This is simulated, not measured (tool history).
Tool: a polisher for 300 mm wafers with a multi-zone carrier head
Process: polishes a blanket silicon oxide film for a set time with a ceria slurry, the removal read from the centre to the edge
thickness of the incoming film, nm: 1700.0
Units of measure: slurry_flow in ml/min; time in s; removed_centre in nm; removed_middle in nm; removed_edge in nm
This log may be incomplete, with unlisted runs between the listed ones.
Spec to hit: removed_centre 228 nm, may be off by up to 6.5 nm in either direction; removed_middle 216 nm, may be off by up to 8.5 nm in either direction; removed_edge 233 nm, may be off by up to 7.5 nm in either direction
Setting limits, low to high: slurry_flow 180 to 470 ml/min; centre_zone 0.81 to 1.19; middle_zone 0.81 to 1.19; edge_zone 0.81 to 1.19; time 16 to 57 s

Run 1, hour 0: slurry_flow 300 ml/min, centre_zone 1, middle_zone 1, edge_zone 1, time 36 s. Result: removed_centre 186.5 nm, removed_middle 194.08 nm, removed_edge 195.62 nm.
Run 2, hour 2.4: slurry_flow 310 ml/min, centre_zone 1.03, middle_zone 1, edge_zone 1.04, time 37 s. Result: removed_centre 199.78 nm, removed_middle 198.63 nm, removed_edge 206.57 nm.
Run 3, hour 3: slurry_flow 320 ml/min, centre_zone 1.05, middle_zone 1.01, edge_zone 1.07, time 37 s. Result: removed_centre 204.25 nm, removed_middle 202.36 nm, removed_edge 204.9 nm.
Run 4, hour 7.8: slurry_flow 365 ml/min, centre_zone 1.05, middle_zone 1.01, edge_zone 1.07, time 37 s. Result: removed_centre 207.94 nm, removed_middle 203.09 nm, removed_edge 209.06 nm.
Run 5, hour 9.7: slurry_flow 365 ml/min, centre_zone 0.98, middle_zone 1.01, edge_zone 1.07, time 37 s. Result: removed_centre 194.01 nm, removed_middle 201.85 nm, removed_edge 211.33 nm.
At hour 13.2: slurry nozzle cleaned.
Run 6, hour 13.2: slurry_flow 365 ml/min, centre_zone 0.98, middle_zone 1.01, edge_zone 1.07, time 33 s. Result: removed_centre 178.65 nm, removed_middle 182.49 nm, removed_edge 189.51 nm.
Run 7, hour 21.5: slurry_flow 365 ml/min, centre_zone 0.98, middle_zone 1.01, edge_zone 1.07, time 33 s. Result: removed_centre 176.83 nm, removed_middle 183.52 nm, removed_edge 188.79 nm.
Run 8, hour 25.2: slurry_flow 370 ml/min, centre_zone 1, middle_zone 1, edge_zone 1.08, time 35 s. Result: removed_centre 189.81 nm, removed_middle 195.54 nm, removed_edge 204.04 nm.

4 candidate next runs follow, results not yet known. Just one meets every target within its allowed miss. Identify it.
Run A, hour 28.9: slurry_flow 315 ml/min, centre_zone 1.09, middle_zone 1.03, edge_zone 1.18, time 39 s. Result: removed_centre ?, removed_middle ?, removed_edge ?.
Run B, hour 28.9: slurry_flow 385 ml/min, centre_zone 0.98, middle_zone 0.89, edge_zone 1.14, time 42 s. Result: removed_centre ?, removed_middle ?, removed_edge ?.
Run C, hour 28.9: slurry_flow 390 ml/min, centre_zone 1.03, middle_zone 1.04, edge_zone 1.07, time 40 s. Result: removed_centre ?, removed_middle ?, removed_edge ?.
Run D, hour 28.9: slurry_flow 260 ml/min, centre_zone 0.91, middle_zone 1.03, edge_zone 1.07, time 44 s. Result: removed_centre ?, removed_middle ?, removed_edge ?.

move  removed_centre  removed_middle  removed_edge
   A           229.4          221.88        231.06
   B          226.87          220.68        248.41
   C          226.99          232.95        230.08
   D          213.72          246.27        246.66
A: every result within its allowed miss
B: the furthest-off result lands on target, but another misses its tolerance
C: the furthest-off result lands on target, but another misses its tolerance
D: closer than the last run, but not yet in spec
The right move is A.
